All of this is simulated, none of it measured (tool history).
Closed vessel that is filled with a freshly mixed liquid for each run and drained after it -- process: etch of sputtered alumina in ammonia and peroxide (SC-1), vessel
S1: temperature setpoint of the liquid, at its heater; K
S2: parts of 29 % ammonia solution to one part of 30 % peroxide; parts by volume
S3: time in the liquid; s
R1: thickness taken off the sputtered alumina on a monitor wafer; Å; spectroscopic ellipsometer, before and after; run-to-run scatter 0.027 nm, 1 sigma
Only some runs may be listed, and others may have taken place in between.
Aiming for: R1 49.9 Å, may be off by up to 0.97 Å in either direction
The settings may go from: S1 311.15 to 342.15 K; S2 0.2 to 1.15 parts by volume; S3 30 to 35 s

{"run": 1, "hour": 0.0, "S1": 326.15, "S2": 0.65, "S3": 35, "R1": 34.968}
{"run": 2, "hour": 4.6, "S1": 326.15, "S2": 0.65, "S3": 35, "R1": 35.344}
{"run": 3, "hour": 13.5, "S1": 326.15, "S2": 0.65, "S3": 35, "R1": 35.276}
{"run": 4, "hour": 20.7, "S1": 326.15, "S2": 0.5, "S3": 35, "R1": 34.311}
{"run": 5, "hour": 25.5, "S1": 328.15, "S2": 0.5, "S3": 35, "R1": 37.703}
{"run": 6, "hour": 33.8, "S1": 328.15, "S2": 0.5, "S3": 35, "R1": 37.895}
{"run": 7, "hour": 42.3, "S1": 329.65, "S2": 0.5, "S3": 35, "R1": 41.327}
{"run": 8, "hour": 43.4, "S1": 330.65, "S2": 0.5, "S3": 35, "R1": 43.289}
{"run": 9, "hour": 44.5, "S1": 331.15, "S2": 0.5, "S3": 35, "R1": 44.483}
{"run": 10, "hour": 46.1, "S1": 331.65, "S2": 0.5, "S3": 35, "R1": 45.611}
{"run": 11, "hour": 51.0, "S1": 332.15, "S2": 0.5, "S3": 35, "R1": 46.875}
{"run": 12, "hour": 53.7, "S1": 332.65, "S2": 0.5, "S3": 35, "R1": 48.628}

Which of these 4 next moves meets every target?
{"run": "A", "hour": 56.4, "S1": 332.65, "S2": 0.4, "S3": 35, "R1": "?"}
{"run": "B", "hour": 56.4, "S1": 333.65, "S2": 0.4, "S3": 35, "R1": "?"}
{"run": "C", "hour": 56.4, "S1": 336.65, "S2": 0.25, "S3": 30, "R1": "?"}
{"run": "D", "hour": 56.4, "S1": 331.65, "S2": 0.45, "S3": 35, "R1": "?"}

move=A R1=47.588
move=B R1=50.096
move=C R1=47.813
move=D R1=45.696
A: moves away from the targets compared with the last run
B: hits every target within its allowed miss
C: moves away from the targets compared with the last run
D: moves away from the targets compared with the last run
The right move is B.
